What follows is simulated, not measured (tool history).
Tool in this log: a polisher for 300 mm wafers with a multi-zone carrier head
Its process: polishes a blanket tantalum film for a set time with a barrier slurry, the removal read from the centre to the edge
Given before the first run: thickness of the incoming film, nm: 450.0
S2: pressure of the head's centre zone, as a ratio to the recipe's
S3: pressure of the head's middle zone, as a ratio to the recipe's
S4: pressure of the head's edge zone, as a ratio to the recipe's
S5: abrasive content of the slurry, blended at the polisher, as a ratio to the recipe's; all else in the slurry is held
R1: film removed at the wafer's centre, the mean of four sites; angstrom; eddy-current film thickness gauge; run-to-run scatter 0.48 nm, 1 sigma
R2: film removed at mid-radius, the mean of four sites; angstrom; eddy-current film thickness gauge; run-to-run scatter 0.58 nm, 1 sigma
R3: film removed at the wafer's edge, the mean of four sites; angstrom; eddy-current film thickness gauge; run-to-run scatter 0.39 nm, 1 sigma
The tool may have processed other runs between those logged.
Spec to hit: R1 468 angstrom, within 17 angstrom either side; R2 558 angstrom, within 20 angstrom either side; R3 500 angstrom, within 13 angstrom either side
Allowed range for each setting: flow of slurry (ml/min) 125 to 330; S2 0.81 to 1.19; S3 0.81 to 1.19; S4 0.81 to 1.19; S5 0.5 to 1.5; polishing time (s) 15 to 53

run 1 hour=0 | flow_of_slurry_(ml/min)=210 S2=1 S3=1 S4=1 S5=1 polishing_time_(s)=34 | R1=599.69 R2=580.58 R3=585.11
run 2 hour=2.2 | flow_of_slurry_(ml/min)=210 S2=1 S3=1 S4=1.07 S5=1 polishing_time_(s)=34 | R1=599.79 R2=584.22 R3=610.82
run 3 hour=9.3 | flow_of_slurry_(ml/min)=205 S2=0.98 S3=1.01 S4=1.04 S5=1 polishing_time_(s)=34 | R1=580.36 R2=576.37 R3=605.36
run 4 hour=14.4 | flow_of_slurry_(ml/min)=205 S2=0.98 S3=1.01 S4=1.1 S5=1 polishing_time_(s)=34 | R1=580.25 R2=585.01 R3=615.86
run 5 hour=15.1 | flow_of_slurry_(ml/min)=205 S2=0.93 S3=1.01 S4=1.1 S5=1 polishing_time_(s)=34 | R1=559.95 R2=578.66 R3=612.01
run 6 hour=15.9 | flow_of_slurry_(ml/min)=205 S2=0.93 S3=1.01 S4=1.16 S5=1 polishing_time_(s)=34 | R1=559.02 R2=572.9 R3=640.35
run 7 hour=20.8 | flow_of_slurry_(ml/min)=200 S2=0.92 S3=1.02 S4=1.13 S5=1 polishing_time_(s)=34 | R1=555.88 R2=584.99 R3=629.93
run 8 hour=29.3 | flow_of_slurry_(ml/min)=200 S2=0.91 S3=1.03 S4=1.1 S5=0.95 polishing_time_(s)=34 | R1=538.27 R2=584.81 R3=604.69
run 9 hour=30.3 | flow_of_slurry_(ml/min)=195 S2=0.9 S3=1.03 S4=1.08 S5=0.95 polishing_time_(s)=34 | R1=526.08 R2=577.74 R3=592.14
run 10 hour=39.1 | flow_of_slurry_(ml/min)=155 S2=0.85 S3=1.08 S4=0.98 S5=0.85 polishing_time_(s)=34 | R1=466.91 R2=560.49 R3=536.78
run 11 hour=40.4 | flow_of_slurry_(ml/min)=155 S2=0.85 S3=1.08 S4=0.97 S5=0.85 polishing_time_(s)=34 | R1=463.9 R2=572.63 R3=539.28
run 12 hour=42.6 | flow_of_slurry_(ml/min)=145 S2=0.91 S3=1.07 S4=0.87 S5=0.7 polishing_time_(s)=34 | R1=449.98 R2=513.37 R3=469
run 13 hour=49.1 | flow_of_slurry_(ml/min)=150 S2=0.91 S3=1.07 S4=0.88 S5=0.7 polishing_time_(s)=34 | R1=454.59 R2=513.01 R3=474.55
run 14 hour=55.7 | flow_of_slurry_(ml/min)=155 S2=0.91 S3=1.08 S4=0.88 S5=0.7 polishing_time_(s)=34 | R1=454.71 R2=527.51 R3=477.66
run 15 hour=57.1 | flow_of_slurry_(ml/min)=160 S2=0.91 S3=1.08 S4=0.88 S5=0.7 polishing_time_(s)=34 | R1=472.55 R2=530.59 R3=481.14
run 16 hour=65.4 | flow_of_slurry_(ml/min)=160 S2=0.9 S3=1.08 S4=0.88 S5=0.7 polishing_time_(s)=34 | R1=452.47 R2=516.48 R3=480.42
run 17 hour=70.5 | flow_of_slurry_(ml/min)=160 S2=0.9 S3=1.09 S4=0.88 S5=0.7 polishing_time_(s)=34 | R1=462.02 R2=535.54 R3=483.75
run 18 hour=71.9 | flow_of_slurry_(ml/min)=170 S2=0.89 S3=1.1 S4=0.89 S5=0.7 polishing_time_(s)=34 | R1=455.43 R2=540.38 R3=481.9
run 19 hour=75.5 | flow_of_slurry_(ml/min)=170 S2=0.89 S3=1.1 S4=0.89 S5=0.7 polishing_time_(s)=34 | R1=464.16 R2=547.6 R3=490.86

5 candidate next runs follow, results not yet known. Just one meets every target within its allowed miss. Identify it.
run A hour=79.1 | flow_of_slurry_(ml/min)=160 S2=0.88 S3=1.07 S4=0.89 S5=0.7 polishing_time_(s)=33 | R1=? R2=? R3=?
run B hour=79.1 | flow_of_slurry_(ml/min)=140 S2=0.83 S3=1.11 S4=0.89 S5=0.75 polishing_time_(s)=35 | R1=? R2=? R3=?
run C hour=79.1 | flow_of_slurry_(ml/min)=165 S2=0.88 S3=1.1 S4=0.89 S5=0.65 polishing_time_(s)=36 | R1=? R2=? R3=?
run D hour=79.1 | flow_of_slurry_(ml/min)=175 S2=0.94 S3=1.13 S4=0.89 S5=0.6 polishing_time_(s)=34 | R1=? R2=? R3=?
run E hour=79.1 | flow_of_slurry_(ml/min)=175 S2=0.91 S3=1.12 S4=0.83 S5=0.8 polishing_time_(s)=32 | R1=? R2=? R3=?

move=A R1=441.01 R2=507.46 R3=463.25
move=B R1=438.9 R2=551.42 R3=491.66
move=C R1=472.32 R2=555.9 R3=494.57
move=D R1=465.96 R2=527.78 R3=457.37
move=E R1=470.05 R2=544.23 R3=460.52
A: the biggest miss grows against the last run
B: corrects the largest miss of the last run, while another result sits out of spec
C: in spec on every target
D: the biggest miss grows against the last run
E: the biggest miss grows against the last run
Move C is the one to make.

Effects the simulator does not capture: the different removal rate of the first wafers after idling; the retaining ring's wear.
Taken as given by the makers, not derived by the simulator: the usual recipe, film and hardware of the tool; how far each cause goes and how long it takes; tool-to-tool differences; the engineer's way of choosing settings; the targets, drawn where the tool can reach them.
